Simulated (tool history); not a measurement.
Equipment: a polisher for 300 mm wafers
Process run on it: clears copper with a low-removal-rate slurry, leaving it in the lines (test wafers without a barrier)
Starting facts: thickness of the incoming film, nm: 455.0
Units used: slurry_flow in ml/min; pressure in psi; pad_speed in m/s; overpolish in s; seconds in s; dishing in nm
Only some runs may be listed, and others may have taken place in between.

{"run": 1, "hour": 0.0, "slurry_flow": 260, "pressure": 3.5, "pad_speed": 1.3, "slurry_solids": 1, "overpolish": 19, "seconds": 104.17, "dishing": 48.724}
{"run": 2, "hour": 3.7, "slurry_flow": 260, "pressure": 3.3, "pad_speed": 1.3, "slurry_solids": 1, "overpolish": 18, "seconds": 106.59, "dishing": 44.436}
{"run": 3, "hour": 11.8, "slurry_flow": 260, "pressure": 3.1, "pad_speed": 1.3, "slurry_solids": 1, "overpolish": 18, "seconds": 113.32, "dishing": 43.506}
{"run": 4, "hour": 18.4, "slurry_flow": 260, "pressure": 3, "pad_speed": 1.3, "slurry_solids": 1, "overpolish": 18, "seconds": 117.9, "dishing": 42.542}
{"run": 5, "hour": 21.0, "slurry_flow": 260, "pressure": 2.9, "pad_speed": 1.3, "slurry_solids": 1, "overpolish": 17, "seconds": 122.57, "dishing": 38.961}
{"run": 6, "hour": 22.5, "slurry_flow": 260, "pressure": 2.8, "pad_speed": 1.3, "slurry_solids": 1, "overpolish": 17, "seconds": 127.26, "dishing": 39.088}

The next listed run, before its measurement:
{"run": 7, "hour": 27.5, "slurry_flow": 260, "pressure": 2.7, "pad_speed": 1.3, "slurry_solids": 1, "overpolish": 17, "seconds": "?", "dishing": "?"}

seconds: 130.87 s
dishing: 37.892 nm
